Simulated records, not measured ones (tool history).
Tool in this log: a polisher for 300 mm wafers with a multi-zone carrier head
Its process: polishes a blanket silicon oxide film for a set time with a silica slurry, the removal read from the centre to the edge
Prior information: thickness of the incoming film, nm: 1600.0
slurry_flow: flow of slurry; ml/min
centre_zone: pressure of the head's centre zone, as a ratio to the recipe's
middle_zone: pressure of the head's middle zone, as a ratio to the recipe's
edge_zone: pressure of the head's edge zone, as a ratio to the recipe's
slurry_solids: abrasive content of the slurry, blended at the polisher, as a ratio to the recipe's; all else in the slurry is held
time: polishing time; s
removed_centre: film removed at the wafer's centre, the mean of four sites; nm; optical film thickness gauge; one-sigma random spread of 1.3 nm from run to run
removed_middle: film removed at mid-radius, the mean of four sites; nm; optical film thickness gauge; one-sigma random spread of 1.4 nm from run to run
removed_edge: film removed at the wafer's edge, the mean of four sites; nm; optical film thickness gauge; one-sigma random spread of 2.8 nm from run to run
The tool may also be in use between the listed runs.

Run 1, hour 0: slurry_flow 170 ml/min, centre_zone 1, middle_zone 1, edge_zone 1, slurry_solids 1, time 78 s. Result: removed_centre 208.16 nm, removed_middle 205.6 nm, removed_edge 199.93 nm.
Run 2, hour 5.6: slurry_flow 170 ml/min, centre_zone 0.98, middle_zone 1.01, edge_zone 1.03, slurry_solids 1, time 78 s. Result: removed_centre 201.8 nm, removed_middle 205.44 nm, removed_edge 208.37 nm.
Run 3, hour 9.4: slurry_flow 210 ml/min, centre_zone 0.98, middle_zone 1.01, edge_zone 1.03, slurry_solids 1, time 78 s. Result: removed_centre 209.48 nm, removed_middle 212.97 nm, removed_edge 210.14 nm.
Run 4, hour 13.5: slurry_flow 210 ml/min, centre_zone 0.97, middle_zone 1.02, edge_zone 1.04, slurry_solids 1, time 78 s. Result: removed_centre 210.24 nm, removed_middle 213.91 nm, removed_edge 211.34 nm.
Run 5, hour 14.4: slurry_flow 210 ml/min, centre_zone 0.96, middle_zone 1.03, edge_zone 1.06, slurry_solids 1, time 78 s. Result: removed_centre 206.46 nm, removed_middle 215.29 nm, removed_edge 217.81 nm.
Run 6, hour 18.2: slurry_flow 210 ml/min, centre_zone 0.96, middle_zone 1.03, edge_zone 1.06, slurry_solids 1, time 69 s. Result: removed_centre 181.56 nm, removed_middle 189.48 nm, removed_edge 191.87 nm.
Run 7, hour 19.5: slurry_flow 215 ml/min, centre_zone 0.96, middle_zone 1.05, edge_zone 1.08, slurry_solids 1, time 69 s. Result: removed_centre 184.17 nm, removed_middle 193.38 nm, removed_edge 195.43 nm.

Run 8 is up next; what results do you expect?
Run 8, hour 25.7: slurry_flow 215 ml/min, centre_zone 0.95, middle_zone 1.07, edge_zone 1.09, slurry_solids 1.05, time 69 s. Result: removed_centre ?, removed_middle ?, removed_edge ?.

Run 8 yielded removed_centre 184.46 nm, removed_middle 203.78 nm, removed_edge 200.94 nm.
